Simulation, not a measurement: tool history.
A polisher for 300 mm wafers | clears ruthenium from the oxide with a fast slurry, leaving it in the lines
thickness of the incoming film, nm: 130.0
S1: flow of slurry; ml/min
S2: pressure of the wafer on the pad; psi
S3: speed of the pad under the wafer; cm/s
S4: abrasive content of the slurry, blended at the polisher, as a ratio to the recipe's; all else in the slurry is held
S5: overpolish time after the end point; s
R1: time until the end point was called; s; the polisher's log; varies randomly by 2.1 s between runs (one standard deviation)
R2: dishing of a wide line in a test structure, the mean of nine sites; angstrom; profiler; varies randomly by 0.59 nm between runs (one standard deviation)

run	hour	S1	S2	S3	S4	S5	R1	R2
1	0.0	225	1.7	78	1.00	30	50.770	561.20
2	6.9	225	1.5	78	1.00	30	58.202	507.68
3	14.8	215	1.3	66	0.90	33	84.141	395.30
4	22.7	215	1.3	66	0.90	28	81.588	346.64
5	25.4	215	1.3	66	1.05	28	78.664	371.33
6	26.8	205	1.1	56	1.00	32	110.610	305.61
7	28.2	200	1.0	50	1.00	35	136.660	273.93
8	34.8	195	0.9	48	1.00	37	154.230	256.17
9	41.9	185	0.9	46	1.00	39	160.890	251.56
10	50.7	180	0.9	46	1.00	41	160.530	275.19
11	52.2	180	0.9	44	1.00	42	167.960	258.16
12	55.6	175	0.9	44	1.00	43	172.210	277.77

Run 13 is up next; what results do you expect?
13	62.3	170	0.9	44	1.00	43	?	?

R1: 168.370 s
R2: 265.89 angstrom

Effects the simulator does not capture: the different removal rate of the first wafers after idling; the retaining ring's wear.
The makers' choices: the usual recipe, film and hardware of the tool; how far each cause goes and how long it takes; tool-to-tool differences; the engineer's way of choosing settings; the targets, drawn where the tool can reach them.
